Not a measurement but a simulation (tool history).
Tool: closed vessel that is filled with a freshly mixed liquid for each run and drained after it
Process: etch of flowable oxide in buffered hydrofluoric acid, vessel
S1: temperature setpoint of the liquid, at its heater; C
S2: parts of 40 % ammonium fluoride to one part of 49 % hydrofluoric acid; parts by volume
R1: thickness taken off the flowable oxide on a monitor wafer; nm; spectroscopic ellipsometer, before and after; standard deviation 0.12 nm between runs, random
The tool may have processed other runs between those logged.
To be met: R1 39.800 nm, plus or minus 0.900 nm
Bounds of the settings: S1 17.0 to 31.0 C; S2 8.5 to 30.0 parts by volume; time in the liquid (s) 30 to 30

{"run": 1, "hour": 0.0, "S1": 23.0, "S2": 23.0, "time in the liquid (s)": 30, "R1": 29.105}
{"run": 2, "hour": 8.8, "S1": 24.0, "S2": 23.0, "time in the liquid (s)": 30, "R1": 30.773}
{"run": 3, "hour": 15.5, "S1": 24.0, "S2": 27.0, "time in the liquid (s)": 30, "R1": 27.658}
{"run": 4, "hour": 24.9, "S1": 25.0, "S2": 27.0, "time in the liquid (s)": 30, "R1": 29.2}
{"run": 5, "hour": 26.7, "S1": 23.5, "S2": 27.0, "time in the liquid (s)": 30, "R1": 26.88}
{"run": 6, "hour": 34.4, "S1": 23.5, "S2": 27.0, "time in the liquid (s)": 30, "R1": 26.807}
{"run": 7, "hour": 43.7, "S1": 25.0, "S2": 27.0, "time in the liquid (s)": 30, "R1": 29.097}
{"hour": 46.4, "done": "thermometer replaced"}
{"run": 8, "hour": 46.4, "S1": 26.0, "S2": 27.0, "time in the liquid (s)": 30, "R1": 33.534}
{"run": 9, "hour": 47.9, "S1": 26.5, "S2": 27.0, "time in the liquid (s)": 30, "R1": 34.328}
{"run": 10, "hour": 51.3, "S1": 27.0, "S2": 27.0, "time in the liquid (s)": 30, "R1": 35.113}
{"run": 11, "hour": 52.2, "S1": 27.5, "S2": 27.0, "time in the liquid (s)": 30, "R1": 36.119}
{"run": 12, "hour": 58.2, "S1": 28.5, "S2": 27.0, "time in the liquid (s)": 30, "R1": 38.108}
{"run": 13, "hour": 62.5, "S1": 28.5, "S2": 27.0, "time in the liquid (s)": 30, "R1": 38.107}

Consider the 4 candidate settings below. Which is the only one whose results all fall within their allowed miss of target?
{"run": "A", "hour": 66.8, "S1": 29.5, "S2": 25.5, "time in the liquid (s)": 30, "R1": "?"}
{"run": "B", "hour": 66.8, "S1": 29.5, "S2": 27.5, "time in the liquid (s)": 30, "R1": "?"}
{"run": "C", "hour": 66.8, "S1": 28.0, "S2": 27.5, "time in the liquid (s)": 30, "R1": "?"}
{"run": "D", "hour": 66.8, "S1": 29.0, "S2": 25.0, "time in the liquid (s)": 30, "R1": "?"}

move=A R1=41.924
move=B R1=39.819
move=C R1=36.749
move=D R1=41.380
A: pushes the last run's worst result past its target
B: in spec on every target
C: its largest miss is bigger than the last run's
D: pushes the last run's worst result past its target
B is the move that brings every result within its allowed miss.
